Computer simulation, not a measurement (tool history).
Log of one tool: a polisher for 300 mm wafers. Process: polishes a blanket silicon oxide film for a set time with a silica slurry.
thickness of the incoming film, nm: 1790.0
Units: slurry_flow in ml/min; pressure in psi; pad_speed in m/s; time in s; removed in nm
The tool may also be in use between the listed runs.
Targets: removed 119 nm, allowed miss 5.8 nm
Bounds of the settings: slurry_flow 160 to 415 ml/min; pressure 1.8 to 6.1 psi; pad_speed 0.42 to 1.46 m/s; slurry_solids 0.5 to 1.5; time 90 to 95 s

run	hour	slurry_flow	pressure	pad_speed	slurry_solids	time	removed
1	0	265	3.9	0.94	1	90	209.22
2	8.4	265	3.6	0.94	1	90	191.93
3	17.2	265	3.1	0.94	1	90	166.76
4	22.9	215	3.1	0.94	1	90	163.62
5	27.3	215	3.6	0.94	1	90	188.98
6	29.9	215	3.6	0.94	0.9	90	176.67
7	32.1	215	3.4	0.94	0.9	90	167.46
8	35.8	215	3.4	0.94	0.9	90	168.8
9	36.7	215	3.2	0.94	0.9	90	160.66
10	39.5	215	3.1	0.94	0.9	90	154.33

Which of these 5 next moves meets every target?
A	42.3	260	2.3	1.08	0.65	94	?
B	42.3	170	2.8	0.92	0.9	90	?
C	42.3	275	3.3	0.94	1	95	?
D	42.3	160	2.3	1.12	0.95	90	?
E	42.3	375	3.4	1	0.5	90	?

move	removed
A	115.59
B	132.94
C	185.11
D	131.28
E	133.22
A: meets every target
B: nearer than the last run, and not there yet
C: further off than the last run
D: nearer than the last run, and not there yet
E: nearer than the last run, and not there yet
Answer: A

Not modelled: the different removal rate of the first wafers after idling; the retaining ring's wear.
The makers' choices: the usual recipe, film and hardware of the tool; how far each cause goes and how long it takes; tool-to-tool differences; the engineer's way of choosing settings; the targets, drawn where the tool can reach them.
